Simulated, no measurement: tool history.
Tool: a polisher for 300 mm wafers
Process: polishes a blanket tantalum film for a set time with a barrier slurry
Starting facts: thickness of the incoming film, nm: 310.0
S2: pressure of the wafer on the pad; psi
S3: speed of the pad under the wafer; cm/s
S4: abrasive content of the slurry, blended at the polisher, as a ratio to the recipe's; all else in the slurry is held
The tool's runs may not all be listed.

Run 1, hour 0: flow of slurry (ml/min) 170, S2 2 psi, S3 120 cm/s, S4 1, polishing time (s) 73. Result: film removed (nm) 174.54.
Run 2, hour 4.9: flow of slurry (ml/min) 170, S2 2 psi, S3 120 cm/s, S4 1.1, polishing time (s) 73. Result: film removed (nm) 177.23.
Run 3, hour 13: flow of slurry (ml/min) 170, S2 2 psi, S3 120 cm/s, S4 0.9, polishing time (s) 73. Result: film removed (nm) 168.93.
Run 4, hour 18.5: flow of slurry (ml/min) 190, S2 2 psi, S3 120 cm/s, S4 0.9, polishing time (s) 73. Result: film removed (nm) 165.59.
Run 5, hour 19.6: flow of slurry (ml/min) 190, S2 2 psi, S3 120 cm/s, S4 0.9, polishing time (s) 73. Result: film removed (nm) 164.81.
Run 6, hour 21.4: flow of slurry (ml/min) 190, S2 2 psi, S3 138 cm/s, S4 0.9, polishing time (s) 73. Result: film removed (nm) 193.01.
Run 7, hour 28.4: flow of slurry (ml/min) 175, S2 1.4 psi, S3 104 cm/s, S4 0.8, polishing time (s) 73. Result: film removed (nm) 99.689.

What does the tool deliver on the next run?
Run 8, hour 32.4: flow of slurry (ml/min) 175, S2 1.3 psi, S3 94 cm/s, S4 0.8, polishing time (s) 73. Result: film removed (nm) ?.

Run 8 came out at film removed (nm) 83.387.
